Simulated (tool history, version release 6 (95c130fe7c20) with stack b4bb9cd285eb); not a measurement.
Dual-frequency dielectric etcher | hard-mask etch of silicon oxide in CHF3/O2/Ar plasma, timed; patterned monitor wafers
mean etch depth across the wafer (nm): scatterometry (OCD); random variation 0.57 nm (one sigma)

run  hour  source power (W)  bias power (W)  etch time (s)  mean etch depth across the wafer (nm)
  1     0               910             147           33.5                                 80.329
  2   4.9               910             135           33.5                                 78.196
  3  10.5               970             140           33.5                                 81.099
  4  19.3               970             151           33.5                                  82.71
  5  22.5              1010             155           33.5                                 85.536
  6  29.4              1040             157           33.5                                 86.971

Forecast run 7:
  7  36.2              1060             159           33.5                                      ?

{"run 7": {"mean etch depth across the wafer (nm)": 87.774}}
